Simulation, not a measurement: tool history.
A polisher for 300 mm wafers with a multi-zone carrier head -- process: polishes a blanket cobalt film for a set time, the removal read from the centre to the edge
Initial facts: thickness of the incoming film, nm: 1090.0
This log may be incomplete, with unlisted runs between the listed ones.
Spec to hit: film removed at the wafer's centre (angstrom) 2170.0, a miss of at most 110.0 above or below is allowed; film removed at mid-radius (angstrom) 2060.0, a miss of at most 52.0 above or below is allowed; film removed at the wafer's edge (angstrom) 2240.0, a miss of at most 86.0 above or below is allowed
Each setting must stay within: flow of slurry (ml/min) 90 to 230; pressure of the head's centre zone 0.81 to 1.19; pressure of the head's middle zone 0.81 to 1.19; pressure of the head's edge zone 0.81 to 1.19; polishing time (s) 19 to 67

| run | hour | flow of slurry (ml/min) | pressure of the head's centre zone | pressure of the head's middle zone | pressure of the head's edge zone | polishing time (s) | film removed at the wafer's centre (angstrom) | film removed at mid-radius (angstrom) | film removed at the wafer's edge (angstrom) |
|---|---|---|---|---|---|---|---|---|---|
| 1 | 0.0 | 150 | 1.00 | 1.00 | 1.00 | 43 | 2298.8 | 2309.9 | 2284.8 |
| 2 | 8.6 | 150 | 1.00 | 1.07 | 1.00 | 43 | 2281.6 | 2395.0 | 2261.5 |
| 3 | 9.3 | 150 | 1.00 | 1.11 | 1.00 | 43 | 2349.0 | 2552.1 | 2327.9 |
| 4 | 16.2 | 140 | 1.00 | 1.07 | 1.02 | 43 | 2195.9 | 2414.8 | 2261.2 |
| 5 | 19.8 | 140 | 1.00 | 1.07 | 0.94 | 43 | 2267.1 | 2416.6 | 2157.1 |
| 6 | 20.7 | 140 | 1.00 | 1.07 | 0.88 | 43 | 2259.3 | 2405.8 | 2073.4 |
| 7 | 24.3 | 135 | 1.01 | 1.03 | 0.92 | 43 | 2273.0 | 2339.6 | 2176.8 |
| 8 | 28.6 | 130 | 1.01 | 1.00 | 0.93 | 43 | 2250.7 | 2227.1 | 2198.3 |
| 9 | 37.2 | 125 | 1.01 | 0.99 | 0.93 | 43 | 2276.0 | 2184.1 | 2206.6 |
| 10 | 45.4 | 120 | 1.00 | 0.99 | 0.93 | 43 | 2105.0 | 2180.2 | 2119.9 |
| 11 | 50.4 | 120 | 1.01 | 0.98 | 0.94 | 43 | 2162.8 | 2149.6 | 2154.4 |
| 12 | 56.3 | 120 | 1.01 | 0.97 | 0.95 | 43 | 2213.5 | 2140.4 | 2170.3 |

Below are 5 possible settings for the next run. Only one of them brings all results inside the allowed miss of their targets. Which is it?
| A | 62.2 | 110 | 0.92 | 1.00 | 0.95 | 41 | ? | ? | ? |
| B | 62.2 | 100 | 1.02 | 0.94 | 1.02 | 45 | ? | ? | ? |
| C | 62.2 | 115 | 1.02 | 0.95 | 0.93 | 43 | ? | ? | ? |
| D | 62.2 | 130 | 0.99 | 0.82 | 1.04 | 47 | ? | ? | ? |
| E | 62.2 | 155 | 0.99 | 0.89 | 0.84 | 45 | ? | ? | ? |

| move | film removed at the wafer's centre (angstrom) | film removed at mid-radius (angstrom) | film removed at the wafer's edge (angstrom) |
|---|---|---|---|
| A | 1855.4 | 2054.5 | 2021.1 |
| B | 2193.3 | 2085.3 | 2257.3 |
| C | 2186.2 | 2085.9 | 2116.2 |
| D | 2392.9 | 2077.0 | 2493.6 |
| E | 2385.7 | 2204.4 | 2213.6 |
A: the furthest-off result lands on target, but another misses its tolerance
B: hits every target within its allowed miss
C: the furthest-off result lands on target, but another misses its tolerance
D: the furthest-off result lands on target, but another misses its tolerance
E: further off than the last run
Move B is the one to make.
